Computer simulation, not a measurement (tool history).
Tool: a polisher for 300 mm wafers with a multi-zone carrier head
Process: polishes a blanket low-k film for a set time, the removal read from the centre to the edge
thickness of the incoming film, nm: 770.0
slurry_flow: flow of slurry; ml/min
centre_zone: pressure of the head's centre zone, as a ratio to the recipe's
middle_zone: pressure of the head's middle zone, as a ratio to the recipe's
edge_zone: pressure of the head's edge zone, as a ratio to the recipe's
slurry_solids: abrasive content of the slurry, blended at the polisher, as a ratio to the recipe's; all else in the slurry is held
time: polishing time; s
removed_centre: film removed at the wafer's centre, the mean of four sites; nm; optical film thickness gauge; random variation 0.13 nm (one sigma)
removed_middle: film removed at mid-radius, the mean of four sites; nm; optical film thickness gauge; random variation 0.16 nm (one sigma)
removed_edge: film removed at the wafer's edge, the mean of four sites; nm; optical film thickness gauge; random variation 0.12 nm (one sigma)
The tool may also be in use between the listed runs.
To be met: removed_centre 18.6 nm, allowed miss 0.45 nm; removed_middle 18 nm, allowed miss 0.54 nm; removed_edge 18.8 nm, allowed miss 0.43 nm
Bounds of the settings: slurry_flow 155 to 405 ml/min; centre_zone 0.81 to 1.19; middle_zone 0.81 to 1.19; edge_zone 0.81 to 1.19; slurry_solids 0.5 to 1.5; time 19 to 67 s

{"run": 1, "hour": 0.0, "slurry_flow": 260, "centre_zone": 1, "middle_zone": 1, "edge_zone": 1, "slurry_solids": 1, "time": 43, "removed_centre": 22.716, "removed_middle": 23.568, "removed_edge": 23.197}
{"run": 2, "hour": 4.4, "slurry_flow": 260, "centre_zone": 1, "middle_zone": 1.04, "edge_zone": 1, "slurry_solids": 1, "time": 43, "removed_centre": 22.895, "removed_middle": 23.919, "removed_edge": 23.095}
{"run": 3, "hour": 5.0, "slurry_flow": 260, "centre_zone": 1, "middle_zone": 1.01, "edge_zone": 1, "slurry_solids": 1, "time": 43, "removed_centre": 22.479, "removed_middle": 23.662, "removed_edge": 22.812}
{"run": 4, "hour": 13.5, "slurry_flow": 250, "centre_zone": 1, "middle_zone": 0.97, "edge_zone": 0.99, "slurry_solids": 0.95, "time": 43, "removed_centre": 22.372, "removed_middle": 21.914, "removed_edge": 22.671}
{"run": 5, "hour": 22.4, "slurry_flow": 250, "centre_zone": 0.99, "middle_zone": 0.97, "edge_zone": 0.96, "slurry_solids": 0.9, "time": 43, "removed_centre": 21.761, "removed_middle": 21.434, "removed_edge": 21.522}
{"run": 6, "hour": 29.7, "slurry_flow": 250, "centre_zone": 0.91, "middle_zone": 0.97, "edge_zone": 0.96, "slurry_solids": 0.9, "time": 43, "removed_centre": 20.314, "removed_middle": 21.406, "removed_edge": 21.788}
{"run": 7, "hour": 34.9, "slurry_flow": 245, "centre_zone": 0.9, "middle_zone": 0.96, "edge_zone": 0.93, "slurry_solids": 0.85, "time": 43, "removed_centre": 19.453, "removed_middle": 20.909, "removed_edge": 20.862}
{"run": 8, "hour": 40.8, "slurry_flow": 235, "centre_zone": 0.9, "middle_zone": 0.94, "edge_zone": 0.91, "slurry_solids": 0.85, "time": 43, "removed_centre": 19.204, "removed_middle": 20.599, "removed_edge": 20.385}
{"run": 9, "hour": 45.0, "slurry_flow": 225, "centre_zone": 0.91, "middle_zone": 0.92, "edge_zone": 0.9, "slurry_solids": 0.85, "time": 43, "removed_centre": 19.33, "removed_middle": 19.806, "removed_edge": 20.441}
{"run": 10, "hour": 46.7, "slurry_flow": 220, "centre_zone": 0.91, "middle_zone": 0.91, "edge_zone": 0.88, "slurry_solids": 0.85, "time": 43, "removed_centre": 18.947, "removed_middle": 19.512, "removed_edge": 20.162}
{"run": 11, "hour": 47.3, "slurry_flow": 215, "centre_zone": 0.92, "middle_zone": 0.9, "edge_zone": 0.87, "slurry_solids": 0.85, "time": 43, "removed_centre": 19.164, "removed_middle": 19.528, "removed_edge": 19.984}
{"run": 12, "hour": 53.9, "slurry_flow": 210, "centre_zone": 0.92, "middle_zone": 0.89, "edge_zone": 0.86, "slurry_solids": 0.85, "time": 43, "removed_centre": 19.031, "removed_middle": 19.259, "removed_edge": 19.814}
{"run": 13, "hour": 58.9, "slurry_flow": 205, "centre_zone": 0.92, "middle_zone": 0.88, "edge_zone": 0.85, "slurry_solids": 0.85, "time": 43, "removed_centre": 19.062, "removed_middle": 19.221, "removed_edge": 19.681}
{"run": 14, "hour": 64.4, "slurry_flow": 200, "centre_zone": 0.92, "middle_zone": 0.87, "edge_zone": 0.84, "slurry_solids": 0.85, "time": 43, "removed_centre": 19.156, "removed_middle": 18.893, "removed_edge": 19.523}
{"hour": 67.3, "done": "slurry nozzle cleaned"}
{"run": 15, "hour": 67.3, "slurry_flow": 175, "centre_zone": 0.91, "middle_zone": 0.84, "edge_zone": 0.81, "slurry_solids": 0.8, "time": 43, "removed_centre": 18.739, "removed_middle": 18.514, "removed_edge": 19.266}

5 next moves are on the table. One of them brings every result within its allowed miss. Which?
{"run": "A", "hour": 70.2, "slurry_flow": 175, "centre_zone": 0.89, "middle_zone": 0.9, "edge_zone": 0.81, "slurry_solids": 0.7, "time": 46, "removed_centre": "?", "removed_middle": "?", "removed_edge": "?"}
{"run": "B", "hour": 70.2, "slurry_flow": 155, "centre_zone": 0.93, "middle_zone": 0.81, "edge_zone": 0.85, "slurry_solids": 0.95, "time": 41, "removed_centre": "?", "removed_middle": "?", "removed_edge": "?"}
{"run": "C", "hour": 70.2, "slurry_flow": 175, "centre_zone": 0.96, "middle_zone": 0.83, "edge_zone": 0.84, "slurry_solids": 0.9, "time": 40, "removed_centre": "?", "removed_middle": "?", "removed_edge": "?"}
{"run": "D", "hour": 70.2, "slurry_flow": 160, "centre_zone": 0.84, "middle_zone": 0.83, "edge_zone": 0.84, "slurry_solids": 0.65, "time": 50, "removed_centre": "?", "removed_middle": "?", "removed_edge": "?"}
{"run": "E", "hour": 70.2, "slurry_flow": 185, "centre_zone": 0.94, "middle_zone": 0.88, "edge_zone": 0.87, "slurry_solids": 0.75, "time": 42, "removed_centre": "?", "removed_middle": "?", "removed_edge": "?"}

move=A removed_centre=18.644 removed_middle=19.661 removed_edge=19.188
move=B removed_centre=19.355 removed_middle=18.061 removed_edge=19.682
move=C removed_centre=19.319 removed_middle=17.849 removed_edge=18.899
move=D removed_centre=18.391 removed_middle=19.107 removed_edge=20.284
move=E removed_centre=18.549 removed_middle=18.294 removed_edge=18.662
A: brings the result that was furthest off to its target, and leaves another outside
B: further off than the last run
C: brings the result that was furthest off to its target, and leaves another outside
D: further off than the last run
E: meets every target
The right move is E.
